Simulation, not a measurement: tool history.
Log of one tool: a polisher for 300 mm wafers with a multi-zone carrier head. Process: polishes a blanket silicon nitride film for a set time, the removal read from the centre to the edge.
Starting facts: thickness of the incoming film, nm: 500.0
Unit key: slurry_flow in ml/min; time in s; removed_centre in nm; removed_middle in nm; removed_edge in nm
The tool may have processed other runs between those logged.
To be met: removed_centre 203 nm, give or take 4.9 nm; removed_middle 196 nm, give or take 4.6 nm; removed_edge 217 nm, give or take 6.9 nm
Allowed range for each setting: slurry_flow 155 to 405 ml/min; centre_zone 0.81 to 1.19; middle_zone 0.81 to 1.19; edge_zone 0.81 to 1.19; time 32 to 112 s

run	hour	slurry_flow	centre_zone	middle_zone	edge_zone	time	removed_centre	removed_middle	removed_edge
1	0	260	1	1	1	72	169.17	167.48	171
2	4.6	260	1	1	0.94	72	168.23	167.13	166.76
3	8.3	260	0.93	1	0.94	72	156.14	167.15	168.65
4	10.6	260	0.93	1	0.91	72	156.02	166.65	164.06
5	16.6	270	0.96	1	0.97	74	166.87	172.27	174.61
6	23.9	270	0.96	1	0.92	74	167.48	174.93	168.07
7	26.7	280	0.98	1	0.98	76	176.26	178.27	179
8	31.8	270	0.99	1	1.02	78	182.32	179.71	190.49
9	35	285	1	1.01	1.05	79	187.3	187.34	195.39
10	37.8	325	1.03	0.96	1.15	83	205.55	191.88	217.11

Consider the 5 candidate settings below. Which is the only one whose results all fall within their allowed miss of target?
A	40.6	375	1.02	1.01	1.17	81	?	?	?
B	40.6	330	1.02	0.92	1.14	83	?	?	?
C	40.6	345	1.1	0.97	1.13	82	?	?	?
D	40.6	340	0.99	0.88	1.14	86	?	?	?
E	40.6	325	1.03	0.94	1.19	82	?	?	?

move	removed_centre	removed_middle	removed_edge
A	199.27	194.82	214.85
B	201.58	182.55	215.62
C	215.92	189.2	212.58
D	203.23	182.83	224.01
E	200.83	183.33	217.53
A: meets every target
B: moves away from the targets compared with the last run
C: moves away from the targets compared with the last run
D: moves away from the targets compared with the last run
E: moves away from the targets compared with the last run
The right move is A.

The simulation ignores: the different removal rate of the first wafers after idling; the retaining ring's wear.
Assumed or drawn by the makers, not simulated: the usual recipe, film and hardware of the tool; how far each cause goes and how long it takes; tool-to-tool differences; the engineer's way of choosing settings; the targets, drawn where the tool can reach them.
